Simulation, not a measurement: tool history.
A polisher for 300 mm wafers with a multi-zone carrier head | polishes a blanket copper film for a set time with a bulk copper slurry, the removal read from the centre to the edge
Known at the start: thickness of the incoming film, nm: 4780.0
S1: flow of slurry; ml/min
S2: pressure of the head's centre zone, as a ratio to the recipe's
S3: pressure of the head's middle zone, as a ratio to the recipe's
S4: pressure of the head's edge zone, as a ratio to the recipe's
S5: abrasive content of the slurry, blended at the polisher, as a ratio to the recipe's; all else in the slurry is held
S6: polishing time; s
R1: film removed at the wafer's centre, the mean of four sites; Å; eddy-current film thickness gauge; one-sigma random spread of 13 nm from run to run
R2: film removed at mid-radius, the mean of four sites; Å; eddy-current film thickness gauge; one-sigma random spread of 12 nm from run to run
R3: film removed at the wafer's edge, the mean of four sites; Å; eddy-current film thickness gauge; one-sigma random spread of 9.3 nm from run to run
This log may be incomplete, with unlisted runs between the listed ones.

run 1 day=0.000 | S1=150 S2=1.00 S3=1.00 S4=1.00 S5=1.00 S6=54 | R1=7783.0 R2=8080.8 R3=8328.6
run 2 day=0.154 | S1=150 S2=1.08 S3=1.00 S4=1.00 S5=1.00 S6=54 | R1=8336.2 R2=8295.8 R3=8235.6
run 3 day=0.304 | S1=155 S2=1.09 S3=1.00 S4=1.00 S5=1.05 S6=54 | R1=8591.4 R2=8074.9 R3=8267.2
run 4 day=0.475 | S1=155 S2=1.09 S3=1.00 S4=1.00 S5=0.85 S6=54 | R1=8169.0 R2=7991.2 R3=8009.0
run 5 day=0.750 | S1=155 S2=1.09 S3=1.07 S4=1.00 S5=0.85 S6=54 | R1=8243.9 R2=8266.8 R3=7839.6
run 6 day=0.933 | S1=130 S2=1.09 S3=1.07 S4=1.00 S5=0.85 S6=54 | R1=8012.4 R2=8012.3 R3=7851.4

Run 7 is up next; what results do you expect?
-- day=1.092 edge zone pressure recalibrated
run 7 day=1.092 | S1=135 S2=1.10 S3=1.08 S4=1.01 S5=0.90 S6=55 | R1=? R2=? R3=?

{"run 7": {"R1": 8091.8, "R2": 8512.8, "R3": 7966.0}}
